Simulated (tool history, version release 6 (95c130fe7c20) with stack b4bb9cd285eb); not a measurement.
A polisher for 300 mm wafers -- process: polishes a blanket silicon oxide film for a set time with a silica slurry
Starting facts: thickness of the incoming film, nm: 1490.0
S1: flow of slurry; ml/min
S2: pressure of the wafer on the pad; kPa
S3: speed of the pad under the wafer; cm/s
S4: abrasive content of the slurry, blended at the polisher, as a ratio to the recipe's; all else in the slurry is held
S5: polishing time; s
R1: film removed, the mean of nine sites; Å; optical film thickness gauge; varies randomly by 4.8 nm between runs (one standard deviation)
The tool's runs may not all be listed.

run    day   S1    S2   S3   S4   S5      R1
  1  0.000  120  26.9  150  1.0  100  3811.6
  2  0.204  120  27.6  150  1.0  100  3960.2
  3  0.404  120  27.6  150  1.0  105  4163.8
  4  0.704  135  29.6  150  1.0  105  4461.5
  5  0.854  135  29.6  150  1.0  105  4587.2
  6  1.033  135  24.1  150  1.0  105  3722.9
  7  1.075  135  24.8  150  1.0  105  3847.5
  8  1.417  135  25.5  150  1.0  105  3908.3

Run 9 is up next; what results do you expect?
  9  1.583  135  26.2  150  1.0  105   ?

{"run 9": {"R1": 3994.5}}
